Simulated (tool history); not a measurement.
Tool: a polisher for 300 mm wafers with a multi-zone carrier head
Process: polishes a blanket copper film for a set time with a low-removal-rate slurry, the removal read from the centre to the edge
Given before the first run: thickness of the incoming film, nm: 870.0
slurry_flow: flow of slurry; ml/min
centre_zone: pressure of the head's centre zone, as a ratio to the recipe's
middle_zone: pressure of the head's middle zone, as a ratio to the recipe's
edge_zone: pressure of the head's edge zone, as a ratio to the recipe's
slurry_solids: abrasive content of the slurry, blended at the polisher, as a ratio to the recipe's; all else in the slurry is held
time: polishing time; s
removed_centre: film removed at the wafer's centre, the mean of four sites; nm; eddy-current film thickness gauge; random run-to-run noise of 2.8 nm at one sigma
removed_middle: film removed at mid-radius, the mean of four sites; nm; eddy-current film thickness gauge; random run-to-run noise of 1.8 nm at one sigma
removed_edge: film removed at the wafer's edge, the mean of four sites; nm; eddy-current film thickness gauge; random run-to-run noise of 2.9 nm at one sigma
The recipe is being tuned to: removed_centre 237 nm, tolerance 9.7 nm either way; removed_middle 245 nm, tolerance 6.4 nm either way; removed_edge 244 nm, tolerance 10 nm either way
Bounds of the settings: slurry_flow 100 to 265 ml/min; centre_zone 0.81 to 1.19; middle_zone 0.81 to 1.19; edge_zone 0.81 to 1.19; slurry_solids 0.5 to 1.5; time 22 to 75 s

Run 1, hour 0: slurry_flow 170 ml/min, centre_zone 1, middle_zone 1, edge_zone 1, slurry_solids 1, time 48 s. Result: removed_centre 250.13 nm, removed_middle 213.66 nm, removed_edge 214.45 nm.
Run 2, hour 0.9: slurry_flow 170 ml/min, centre_zone 1, middle_zone 1, edge_zone 1, slurry_solids 1.15, time 48 s. Result: removed_centre 247.98 nm, removed_middle 220.61 nm, removed_edge 222.79 nm.
Run 3, hour 5: slurry_flow 170 ml/min, centre_zone 1, middle_zone 0.95, edge_zone 1, slurry_solids 1.15, time 48 s. Result: removed_centre 253.53 nm, removed_middle 214.35 nm, removed_edge 222.81 nm.
Run 4, hour 8.7: slurry_flow 145 ml/min, centre_zone 1, middle_zone 0.95, edge_zone 1, slurry_solids 1.15, time 48 s. Result: removed_centre 248.77 nm, removed_middle 210.33 nm, removed_edge 220.6 nm.
Run 5, hour 10.2: slurry_flow 145 ml/min, centre_zone 1, middle_zone 0.95, edge_zone 1, slurry_solids 1, time 48 s. Result: removed_centre 243.51 nm, removed_middle 204.06 nm, removed_edge 212.99 nm.
Run 6, hour 15.1: slurry_flow 145 ml/min, centre_zone 1, middle_zone 0.92, edge_zone 1, slurry_solids 1, time 48 s. Result: removed_centre 241 nm, removed_middle 200.16 nm, removed_edge 213.75 nm.
Run 7, hour 17.9: slurry_flow 150 ml/min, centre_zone 0.99, middle_zone 0.94, edge_zone 1.01, slurry_solids 1.05, time 48 s. Result: removed_centre 246.39 nm, removed_middle 205.52 nm, removed_edge 223.31 nm.
Run 8, hour 25.1: slurry_flow 200 ml/min, centre_zone 0.89, middle_zone 1.04, edge_zone 0.99, slurry_solids 1, time 48 s. Result: removed_centre 220.76 nm, removed_middle 226.07 nm, removed_edge 221.06 nm.
Run 9, hour 32: slurry_flow 205 ml/min, centre_zone 0.89, middle_zone 1.04, edge_zone 1, slurry_solids 1, time 48 s. Result: removed_centre 226.71 nm, removed_middle 226.67 nm, removed_edge 218.22 nm.
Run 10, hour 38.9: slurry_flow 205 ml/min, centre_zone 0.89, middle_zone 1.04, edge_zone 1.01, slurry_solids 1.05, time 48 s. Result: removed_centre 224.41 nm, removed_middle 231.85 nm, removed_edge 218.42 nm.
Run 11, hour 39.5: slurry_flow 205 ml/min, centre_zone 0.89, middle_zone 1.04, edge_zone 1.01, slurry_solids 1.05, time 48 s. Result: removed_centre 228.56 nm, removed_middle 231.97 nm, removed_edge 223.29 nm.
Run 12, hour 48.2: slurry_flow 205 ml/min, centre_zone 0.89, middle_zone 1.04, edge_zone 1.02, slurry_solids 1.05, time 48 s. Result: removed_centre 225.75 nm, removed_middle 227.46 nm, removed_edge 222.48 nm.
Run 13, hour 50.9: slurry_flow 205 ml/min, centre_zone 0.89, middle_zone 1.04, edge_zone 1.03, slurry_solids 1.1, time 48 s. Result: removed_centre 225.47 nm, removed_middle 228.17 nm, removed_edge 230.4 nm.

Which single option among these 4 for the next run brings every result within its allowed miss of target? Just one does.
Run A, hour 53.6: slurry_flow 210 ml/min, centre_zone 0.84, middle_zone 1.1, edge_zone 1.14, slurry_solids 1.15, time 48 s. Result: removed_centre ?, removed_middle ?, removed_edge ?.
Run B, hour 53.6: slurry_flow 260 ml/min, centre_zone 0.88, middle_zone 1.14, edge_zone 1.11, slurry_solids 0.9, time 51 s. Result: removed_centre ?, removed_middle ?, removed_edge ?.
Run C, hour 53.6: slurry_flow 220 ml/min, centre_zone 0.89, middle_zone 1.07, edge_zone 1.11, slurry_solids 0.7, time 54 s. Result: removed_centre ?, removed_middle ?, removed_edge ?.
Run D, hour 53.6: slurry_flow 165 ml/min, centre_zone 0.81, middle_zone 1, edge_zone 1.19, slurry_solids 1.35, time 51 s. Result: removed_centre ?, removed_middle ?, removed_edge ?.

move  removed_centre  removed_middle  removed_edge
   A          217.03          241.22        242.58
   B          235.43          255.87        245.81
   C          236.32          242.75        245.67
   D          223.54          241.05        267.88
A: gets the furthest-off result to its target, but another result is out of tolerance
B: moves the result that the last run missed by most past its target, out the other side
C: each result inside its tolerance
D: gets the furthest-off result to its target, but another result is out of tolerance
C is the move that brings every result within its allowed miss.
